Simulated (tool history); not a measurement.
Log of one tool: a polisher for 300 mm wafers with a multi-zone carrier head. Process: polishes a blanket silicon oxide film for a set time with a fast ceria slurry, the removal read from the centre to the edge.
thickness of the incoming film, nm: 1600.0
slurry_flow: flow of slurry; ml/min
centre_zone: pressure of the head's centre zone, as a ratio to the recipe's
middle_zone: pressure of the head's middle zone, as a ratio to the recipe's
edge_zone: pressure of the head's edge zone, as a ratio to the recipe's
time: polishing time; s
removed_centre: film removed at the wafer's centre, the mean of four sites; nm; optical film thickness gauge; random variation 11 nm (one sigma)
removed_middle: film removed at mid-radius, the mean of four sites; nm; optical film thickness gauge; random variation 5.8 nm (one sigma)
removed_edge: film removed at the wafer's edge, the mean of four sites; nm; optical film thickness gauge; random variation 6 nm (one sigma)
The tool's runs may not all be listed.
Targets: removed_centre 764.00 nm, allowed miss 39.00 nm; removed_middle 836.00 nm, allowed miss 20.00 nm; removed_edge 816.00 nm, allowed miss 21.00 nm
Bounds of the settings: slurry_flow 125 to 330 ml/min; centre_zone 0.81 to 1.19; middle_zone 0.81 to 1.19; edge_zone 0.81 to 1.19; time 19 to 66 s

run,day,slurry_flow,centre_zone,middle_zone,edge_zone,time,removed_centre,removed_middle,removed_edge
1,0.000,210,1.00,1.00,1.00,42,686.61,685.44,630.38
2,0.125,180,1.00,1.00,1.00,42,678.27,672.53,641.43
3,0.325,180,1.00,1.00,1.07,42,671.29,665.97,654.70
4,0.529,180,1.00,1.00,1.15,42,685.07,668.33,688.68
5,0.579,155,1.00,1.00,1.15,42,656.81,663.58,676.37
6,0.862,180,0.98,1.02,1.16,44,697.29,722.27,715.76
7,0.921,190,0.96,1.02,1.17,46,722.18,742.46,737.49
8,1.075,175,0.96,1.03,1.18,48,728.92,794.01,780.65
9,1.308,175,0.96,1.03,1.18,49,749.12,799.95,795.99
10,1.333,175,0.96,1.04,1.18,49,770.99,813.33,789.67

Which of these 4 next moves meets every target?
A,1.358,150,0.93,1.08,1.12,49,?,?,?
B,1.358,165,0.96,1.06,1.19,50,?,?,?
C,1.358,220,0.91,1.05,1.03,48,?,?,?
D,1.358,215,0.99,0.97,1.09,48,?,?,?

move,removed_centre,removed_middle,removed_edge
A,711.54,821.12,767.43
B,755.65,832.78,813.25
C,713.52,816.52,743.35
D,767.94,761.58,763.29
A: further off than the last run
B: meets every target
C: further off than the last run
D: further off than the last run
Answer: B

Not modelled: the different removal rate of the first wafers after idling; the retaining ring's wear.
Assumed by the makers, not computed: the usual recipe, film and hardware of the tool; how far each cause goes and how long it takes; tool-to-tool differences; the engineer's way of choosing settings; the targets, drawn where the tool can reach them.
